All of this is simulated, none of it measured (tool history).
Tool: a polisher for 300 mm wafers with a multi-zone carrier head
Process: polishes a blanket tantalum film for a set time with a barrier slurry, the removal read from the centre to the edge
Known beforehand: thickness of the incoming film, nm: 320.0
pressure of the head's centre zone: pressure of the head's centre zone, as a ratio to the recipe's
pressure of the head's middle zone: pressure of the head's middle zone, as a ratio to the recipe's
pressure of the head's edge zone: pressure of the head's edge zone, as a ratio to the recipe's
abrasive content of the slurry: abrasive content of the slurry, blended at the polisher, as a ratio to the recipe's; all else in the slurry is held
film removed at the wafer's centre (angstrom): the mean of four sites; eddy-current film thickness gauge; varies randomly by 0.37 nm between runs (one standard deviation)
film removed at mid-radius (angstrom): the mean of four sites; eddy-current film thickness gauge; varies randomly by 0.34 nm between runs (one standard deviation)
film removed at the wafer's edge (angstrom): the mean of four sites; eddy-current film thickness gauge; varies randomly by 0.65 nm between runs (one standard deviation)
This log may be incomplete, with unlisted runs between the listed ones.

run	hour	flow of slurry (ml/min)	pressure of the head's centre zone	pressure of the head's middle zone	pressure of the head's edge zone	abrasive content of the slurry	polishing time (s)	film removed at the wafer's centre (angstrom)	film removed at mid-radius (angstrom)	film removed at the wafer's edge (angstrom)
1	0	240	1	1	1	1	68	656.55	664.6	673.01
2	2.6	235	0.98	0.98	0.98	0.95	68	638.52	647.7	637.05
3	5.1	230	0.96	0.96	1	0.9	68	610.75	616.91	650.38
4	13.2	230	0.96	0.96	1	0.9	61	551.94	552.53	590.02
5	18.7	230	0.96	0.96	1	1.05	61	574.72	580.33	609.87
6	23.7	230	0.96	0.96	1.07	1.05	61	573.48	576.78	634.65
7	28.8	225	0.94	0.95	1.05	1	61	560.03	562.46	609.34
8	34.9	220	0.92	0.94	1.04	0.95	61	533.25	543	605.19
9	42.2	215	0.91	0.93	1.02	0.95	61	524.81	541.47	592.55
10	50.7	210	0.9	0.92	1.01	0.95	61	509.48	539.21	587.55
11	52.5	205	0.9	0.91	1	0.95	61	510.46	532.69	593.15
12	54.4	205	0.9	0.9	0.98	0.9	61	505.31	519.47	576.92
13	55.8	200	0.89	0.9	0.97	0.9	61	497.05	524.64	573.58
14	59.8	200	0.89	0.89	0.96	0.9	61	494.79	511.69	561.52
15	65.6	195	0.88	0.89	0.95	0.9	61	495.01	514.34	568.28
16	71.1	195	0.87	0.89	0.94	0.9	61	478.92	506.36	553.59
17	79.6	195	0.87	0.89	0.93	0.9	61	481.11	508.58	556.4

Estimate the outcome of run 18 from the log above:
18	84.8	195	0.87	0.89	0.92	0.9	61	?	?	?

{"run 18": {"film removed at the wafer's centre (angstrom)": 481.8, "film removed at mid-radius (angstrom)": 510.93, "film removed at the wafer's edge (angstrom)": 558.47}}
